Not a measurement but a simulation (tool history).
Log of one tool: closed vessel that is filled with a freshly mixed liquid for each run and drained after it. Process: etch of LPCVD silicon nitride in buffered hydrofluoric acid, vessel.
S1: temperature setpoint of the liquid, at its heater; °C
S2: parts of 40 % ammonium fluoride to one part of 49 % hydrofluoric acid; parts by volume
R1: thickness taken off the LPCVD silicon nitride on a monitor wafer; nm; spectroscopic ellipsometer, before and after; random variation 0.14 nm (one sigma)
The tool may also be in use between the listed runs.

run 1 hour=0.0 | S1=22.0 S2=21.5 time_in_the_liquid_(s)=3085 | R1=18.478
run 2 hour=5.7 | S1=22.0 S2=26.5 time_in_the_liquid_(s)=3085 | R1=16.221
run 3 hour=9.1 | S1=22.0 S2=30.0 time_in_the_liquid_(s)=3085 | R1=14.942
run 4 hour=12.4 | S1=22.0 S2=30.0 time_in_the_liquid_(s)=3295 | R1=15.841
-- hour=18.9 hydrofluoric acid flow meter replaced
run 5 hour=18.9 | S1=25.0 S2=30.0 time_in_the_liquid_(s)=3295 | R1=17.845
run 6 hour=21.3 | S1=26.5 S2=29.5 time_in_the_liquid_(s)=3295 | R1=19.408
run 7 hour=23.6 | S1=27.5 S2=29.5 time_in_the_liquid_(s)=3295 | R1=20.641

Forecast run 8:
run 8 hour=28.2 | S1=28.0 S2=29.5 time_in_the_liquid_(s)=3295 | R1=?

Run 8 gave R1 21.195 nm.
